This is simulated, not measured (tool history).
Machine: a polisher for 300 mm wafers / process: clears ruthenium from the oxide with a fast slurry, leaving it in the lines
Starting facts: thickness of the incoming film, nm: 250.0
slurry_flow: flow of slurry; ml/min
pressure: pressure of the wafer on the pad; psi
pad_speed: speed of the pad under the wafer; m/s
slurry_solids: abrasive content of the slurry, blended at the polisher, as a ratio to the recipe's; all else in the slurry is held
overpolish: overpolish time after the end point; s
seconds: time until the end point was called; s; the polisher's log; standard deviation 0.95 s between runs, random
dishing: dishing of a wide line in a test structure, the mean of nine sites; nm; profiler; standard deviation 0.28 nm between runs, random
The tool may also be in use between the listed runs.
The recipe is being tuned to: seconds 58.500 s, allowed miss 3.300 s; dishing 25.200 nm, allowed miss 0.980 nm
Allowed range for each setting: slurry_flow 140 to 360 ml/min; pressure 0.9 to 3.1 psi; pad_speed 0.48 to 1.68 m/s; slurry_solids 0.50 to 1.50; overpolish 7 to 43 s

| run | hour | slurry_flow | pressure | pad_speed | slurry_solids | overpolish | seconds | dishing |
|---|---|---|---|---|---|---|---|---|
| 1 | 0.0 | 230 | 2.0 | 1.08 | 1.00 | 22 | 69.896 | 62.111 |
| 2 | 6.0 | 230 | 2.0 | 1.08 | 0.80 | 22 | 77.132 | 54.864 |
| 3 | 7.6 | 235 | 2.1 | 1.08 | 0.70 | 17 | 79.439 | 42.985 |
| 4 | 16.5 | 275 | 2.2 | 1.06 | 0.65 | 14 | 78.845 | 36.424 |
| 5 | 24.3 | 275 | 2.2 | 1.06 | 0.50 | 14 | 95.371 | 31.057 |
| 6 | 28.4 | 275 | 2.2 | 1.20 | 0.50 | 14 | 83.688 | 34.434 |
| 7 | 33.9 | 305 | 2.3 | 1.18 | 0.50 | 12 | 80.170 | 30.834 |
| 8 | 36.0 | 325 | 2.4 | 1.18 | 0.50 | 10 | 75.768 | 27.610 |
| 9 | 43.5 | 335 | 2.6 | 1.14 | 0.50 | 9 | 73.061 | 25.705 |
| 10 | 51.0 | 340 | 2.8 | 1.14 | 0.50 | 8 | 68.289 | 24.541 |
| 11 | 52.4 | 340 | 2.8 | 1.14 | 0.50 | 8 | 69.685 | 24.896 |
| 12 | 56.0 | 340 | 3.0 | 1.14 | 0.50 | 7 | 64.170 | 23.183 |
| 13 | 64.6 | 340 | 3.0 | 1.18 | 0.50 | 7 | 60.423 | 23.930 |

Exactly one of the 4 candidate moves below puts every result within its allowed miss. Which one?
| A | 73.2 | 360 | 3.1 | 1.22 | 0.50 | 7 | ? | ? |
| B | 73.2 | 320 | 3.1 | 1.02 | 0.55 | 7 | ? | ? |
| C | 73.2 | 320 | 2.7 | 1.28 | 0.50 | 7 | ? | ? |
| D | 73.2 | 350 | 2.6 | 1.14 | 0.60 | 7 | ? | ? |

| move | seconds | dishing |
|---|---|---|
| A | 58.264 | 25.751 |
| B | 64.716 | 23.313 |
| C | 64.504 | 23.386 |
| D | 64.809 | 23.281 |
A: all results land within tolerance of their targets
B: further off than the last run
C: further off than the last run
D: further off than the last run
A is the move that brings every result within its allowed miss.
